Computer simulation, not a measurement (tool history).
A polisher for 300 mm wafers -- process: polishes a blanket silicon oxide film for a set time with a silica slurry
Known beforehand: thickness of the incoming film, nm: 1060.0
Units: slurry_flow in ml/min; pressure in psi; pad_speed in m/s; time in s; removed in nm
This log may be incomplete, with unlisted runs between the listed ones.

run	hour	slurry_flow	pressure	pad_speed	slurry_solids	time	removed
1	0.0	285	5.1	1.44	1.0	56	282.99
2	8.5	285	4.9	1.44	1.0	56	275.68
3	15.5	320	4.9	1.44	1.0	56	278.53
4	16.1	320	4.9	1.44	1.0	59	297.52
5	20.2	320	4.9	1.44	1.0	59	290.31
6	22.5	320	4.7	1.44	1.0	59	282.07
7	27.6	320	4.5	1.44	1.0	59	265.69
8	34.6	320	4.4	1.44	1.0	59	262.91
9	41.1	320	4.3	1.44	1.0	59	263.12

For run 10, what comes out?
10	42.8	320	3.6	1.42	1.0	59	?

For run 10 the tool returned removed 212.35 nm.

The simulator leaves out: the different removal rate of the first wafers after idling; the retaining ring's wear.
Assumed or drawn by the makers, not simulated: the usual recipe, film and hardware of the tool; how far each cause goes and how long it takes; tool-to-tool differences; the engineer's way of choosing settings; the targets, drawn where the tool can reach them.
